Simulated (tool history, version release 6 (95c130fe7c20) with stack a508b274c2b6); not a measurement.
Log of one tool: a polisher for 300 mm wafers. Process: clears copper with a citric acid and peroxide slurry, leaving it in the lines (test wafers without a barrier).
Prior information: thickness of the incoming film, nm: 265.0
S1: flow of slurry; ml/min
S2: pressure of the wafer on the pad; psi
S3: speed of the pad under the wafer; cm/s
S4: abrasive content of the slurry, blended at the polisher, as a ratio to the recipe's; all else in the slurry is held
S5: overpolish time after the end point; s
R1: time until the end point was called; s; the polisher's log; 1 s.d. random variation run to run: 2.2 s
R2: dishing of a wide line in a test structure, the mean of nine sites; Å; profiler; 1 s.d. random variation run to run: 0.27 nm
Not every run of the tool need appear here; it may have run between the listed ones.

run 1 hour=0 | S1=165 S2=2.1 S3=130 S4=1 S5=27 | R1=122.45 R2=274.14
run 2 hour=6.6 | S1=185 S2=2.1 S3=130 S4=1 S5=27 | R1=124.1 R2=269.79
run 3 hour=9.8 | S1=185 S2=2.5 S3=130 S4=1 S5=27 | R1=104.34 R2=295.1
run 4 hour=18.2 | S1=185 S2=2.5 S3=130 S4=1 S5=33 | R1=104.36 R2=311.74
run 5 hour=19.7 | S1=185 S2=2.1 S3=130 S4=1 S5=33 | R1=124.14 R2=289.45
run 6 hour=24.7 | S1=185 S2=2.1 S3=130 S4=1 S5=29 | R1=127.57 R2=280.8
run 7 hour=29.1 | S1=180 S2=2.1 S3=130 S4=1 S5=25 | R1=122.09 R2=265.49

The next listed run, before its measurement:
run 8 hour=35 | S1=180 S2=2.1 S3=130 S4=1 S5=23 | R1=? R2=?

R1: 119.24 s
R2: 255.04 Å
